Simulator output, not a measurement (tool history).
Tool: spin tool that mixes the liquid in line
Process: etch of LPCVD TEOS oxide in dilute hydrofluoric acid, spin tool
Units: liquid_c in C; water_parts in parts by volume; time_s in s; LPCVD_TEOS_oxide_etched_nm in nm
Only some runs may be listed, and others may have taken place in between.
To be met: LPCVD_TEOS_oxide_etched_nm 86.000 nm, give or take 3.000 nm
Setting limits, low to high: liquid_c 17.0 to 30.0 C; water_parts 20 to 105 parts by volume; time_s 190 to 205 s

run,day,liquid_c,water_parts,time_s,LPCVD_TEOS_oxide_etched_nm
1,0.000,22.0,55,190,57.937
2,0.071,22.0,55,190,56.977
3,0.446,20.0,55,190,52.564
4,0.583,20.0,45,190,64.260
5,0.917,20.5,45,190,65.622
6,1.271,21.0,45,190,66.138
7,1.596,21.5,45,190,68.386
8,1.738,22.0,45,190,70.257
9,2.112,22.5,45,190,71.215
10,2.379,23.0,45,190,72.832

Which one of the following 4 next-run settings gets every result inside its allowed miss? There is exactly one.
A,2.646,23.5,45,205,?
B,2.646,18.5,30,190,?
C,2.646,25.5,45,200,?
D,2.646,23.0,45,205,?

move,LPCVD_TEOS_oxide_etched_nm
A,79.979
B,91.578
C,84.723
D,78.334
A: gains on the last run, yet a result remains outside its allowed miss
B: takes the biggest miss from the last run beyond its target
C: in spec on every target
D: gains on the last run, yet a result remains outside its allowed miss
C is the move that brings every result within its allowed miss.
